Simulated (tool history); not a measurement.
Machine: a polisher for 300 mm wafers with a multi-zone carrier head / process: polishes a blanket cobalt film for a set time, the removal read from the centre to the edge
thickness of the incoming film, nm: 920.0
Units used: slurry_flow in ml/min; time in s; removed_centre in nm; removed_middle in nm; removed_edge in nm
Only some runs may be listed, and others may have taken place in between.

run	day	slurry_flow	centre_zone	middle_zone	edge_zone	time	removed_centre	removed_middle	removed_edge
1	0	305	1	1	1	57	258.61	266	269.47
2	0.208	310	1.01	1.03	1.04	58	265.38	281.29	277.98
3	0.246	310	0.97	1.03	1.04	58	255.32	283.26	274.43
4	0.425	310	0.97	1.03	1.11	58	257.76	281.93	292.28
5	0.621	320	0.99	1.05	1.13	59	268.21	287.95	297.54
6	0.688	320	1	1.07	1.14	60	272.84	297.52	298.64
7	0.867	325	1.01	1.07	1.15	61	281.73	304.1	319.95
8	1.183	335	1.02	1.08	1.14	61	282.23	311.31	313.92

Expected results for the next run?
9	1.5	345	1.04	1.08	1.14	61	?	?	?

removed_centre: 290.59 nm
removed_middle: 307.13 nm
removed_edge: 313.73 nm

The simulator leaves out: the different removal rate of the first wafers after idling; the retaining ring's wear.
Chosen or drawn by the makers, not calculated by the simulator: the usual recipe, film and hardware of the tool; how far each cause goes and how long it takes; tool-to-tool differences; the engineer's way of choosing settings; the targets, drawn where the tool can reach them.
